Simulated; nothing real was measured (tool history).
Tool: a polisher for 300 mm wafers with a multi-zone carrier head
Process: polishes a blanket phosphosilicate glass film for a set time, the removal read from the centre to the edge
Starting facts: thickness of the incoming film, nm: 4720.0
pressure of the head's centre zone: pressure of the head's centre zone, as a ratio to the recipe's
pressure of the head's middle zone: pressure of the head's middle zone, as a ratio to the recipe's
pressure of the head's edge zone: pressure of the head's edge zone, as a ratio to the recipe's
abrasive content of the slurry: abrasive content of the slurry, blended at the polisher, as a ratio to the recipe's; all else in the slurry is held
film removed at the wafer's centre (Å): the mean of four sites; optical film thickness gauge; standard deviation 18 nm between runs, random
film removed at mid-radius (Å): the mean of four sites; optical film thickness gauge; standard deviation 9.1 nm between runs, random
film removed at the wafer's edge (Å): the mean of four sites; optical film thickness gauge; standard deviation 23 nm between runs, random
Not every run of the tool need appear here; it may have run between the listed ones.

run,hour,flow of slurry (ml/min),pressure of the head's centre zone,pressure of the head's middle zone,pressure of the head's edge zone,abrasive content of the slurry,polishing time (s),film removed at the wafer's centre (Å),film removed at mid-radius (Å),film removed at the wafer's edge (Å)
1,0.0,230,1.00,1.00,1.00,1.00,88,10715,11391,11176
2,5.6,230,1.00,1.05,1.00,1.00,88,10466,11873,11497
3,10.0,230,1.00,1.05,1.00,1.20,88,11572,12925,12212
4,13.1,230,1.00,1.12,1.00,1.20,88,11584,13549,12204
# hour 18.2: slurry nozzle cleaned
5,18.2,230,1.00,1.12,1.00,1.20,74,10475,11953,10571
6,24.8,225,1.02,1.08,1.05,1.30,80,11742,12877,12238
7,31.6,225,1.04,1.07,1.09,1.35,82,12306,13404,12921

What does the tool deliver on the next run?
8,36.1,225,1.06,1.04,1.12,1.40,84,?,?,?

{"run 8": {"film removed at the wafer's centre (Å)": 13014, "film removed at mid-radius (Å)": 13640, "film removed at the wafer's edge (Å)": 13741}}

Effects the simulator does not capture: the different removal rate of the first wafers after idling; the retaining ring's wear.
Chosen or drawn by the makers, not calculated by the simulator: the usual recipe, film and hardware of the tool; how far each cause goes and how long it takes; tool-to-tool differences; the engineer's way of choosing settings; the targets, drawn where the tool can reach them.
